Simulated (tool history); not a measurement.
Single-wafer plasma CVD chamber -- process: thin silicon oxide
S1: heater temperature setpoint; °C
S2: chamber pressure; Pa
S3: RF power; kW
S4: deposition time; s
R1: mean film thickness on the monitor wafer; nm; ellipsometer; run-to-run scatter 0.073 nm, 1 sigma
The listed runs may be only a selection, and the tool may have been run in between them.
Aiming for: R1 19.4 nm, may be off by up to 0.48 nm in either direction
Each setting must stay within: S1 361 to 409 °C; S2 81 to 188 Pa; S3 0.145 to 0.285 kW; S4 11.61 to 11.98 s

| run | day | S1 | S2 | S3 | S4 | R1 |
|---|---|---|---|---|---|---|
| 1 | 0 | 385 | 135 | 0.215 | 11.61 | 23.3 |
| 2 | 0.246 | 385 | 135 | 0.215 | 11.98 | 23.98 |
| 3 | 0.475 | 385 | 129 | 0.215 | 11.98 | 23.44 |
| 4 | 0.7 | 379 | 129 | 0.215 | 11.98 | 23.481 |
| 5 | 0.888 | 379 | 124 | 0.215 | 11.98 | 22.843 |
| 6 | 1.142 | 379 | 124 | 0.215 | 11.61 | 21.992 |
| 7 | 1.175 | 379 | 121 | 0.215 | 11.61 | 21.704 |
| 8 | 1.4 | 379 | 119 | 0.215 | 11.61 | 21.49 |
| 9 | 1.492 | 379 | 116 | 0.215 | 11.61 | 20.866 |
| 10 | 1.679 | 379 | 115 | 0.215 | 11.61 | 20.801 |
| 11 | 1.967 | 379 | 113 | 0.215 | 11.61 | 20.483 |
| 12 | 2.304 | 379 | 112 | 0.215 | 11.61 | 20.42 |
| 13 | 2.329 | 379 | 111 | 0.215 | 11.61 | 20.108 |
| 14 | 2.654 | 379 | 109 | 0.215 | 11.61 | 20.076 |

Next run, 5 choices. One meets every target within its allowed miss, the rest don't. Which?
| A | 2.979 | 384 | 108 | 0.23 | 11.61 | ? |
| B | 2.979 | 382 | 107 | 0.215 | 11.61 | ? |
| C | 2.979 | 379 | 131 | 0.185 | 11.97 | ? |
| D | 2.979 | 368 | 112 | 0.21 | 11.98 | ? |
| E | 2.979 | 377 | 103 | 0.24 | 11.61 | ? |

| move | R1 |
|---|---|
| A | 20.751 |
| B | 19.625 |
| C | 21.059 |
| D | 20.86 |
| E | 20.529 |
A: the biggest miss grows against the last run
B: in spec on every target
C: the biggest miss grows against the last run
D: the biggest miss grows against the last run
E: the biggest miss grows against the last run
Answer: B
